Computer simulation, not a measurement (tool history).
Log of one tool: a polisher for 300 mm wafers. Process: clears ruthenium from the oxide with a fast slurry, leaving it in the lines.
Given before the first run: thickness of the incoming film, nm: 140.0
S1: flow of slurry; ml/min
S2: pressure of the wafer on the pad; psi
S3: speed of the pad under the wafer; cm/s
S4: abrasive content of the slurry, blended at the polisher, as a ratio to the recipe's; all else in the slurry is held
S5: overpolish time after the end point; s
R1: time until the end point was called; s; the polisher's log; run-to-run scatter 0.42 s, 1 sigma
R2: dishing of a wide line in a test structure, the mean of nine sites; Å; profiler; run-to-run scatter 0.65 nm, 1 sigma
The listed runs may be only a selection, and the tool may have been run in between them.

run    day   S1   S2   S3    S4  S5      R1      R2
  1      0  145  2.7  128     1  21  33.832  634.29
  2  0.229  145  2.7  128     1  20  33.754  598.59
  3  0.421  145  2.7  128  0.85  20  35.409  563.22
  4  0.721  145  2.7  150  0.85  20  30.853  641.62
  5  1.054  145  2.7  150  0.85  19  30.908  629.89
  6  1.088  145  2.7  150  0.85  18  30.468  597.14
  7  1.292  145  2.7  150  0.85  17  30.798   582.6
     1.462  -- worn pad replaced by a new one
  8  1.462  145  2.7  150  0.85  16  27.935  595.42
  9  1.633  145  2.6  150  0.85  16  28.413   570.9
 10  1.921  145  2.5  148  0.85  16  29.849  555.27

Run 11, settings as shown, results not yet in. Your forecast:
 11  2.196  145  2.4  148  0.85  16   ?   ?

R1: 30.331 s
R2: 544.08 Å

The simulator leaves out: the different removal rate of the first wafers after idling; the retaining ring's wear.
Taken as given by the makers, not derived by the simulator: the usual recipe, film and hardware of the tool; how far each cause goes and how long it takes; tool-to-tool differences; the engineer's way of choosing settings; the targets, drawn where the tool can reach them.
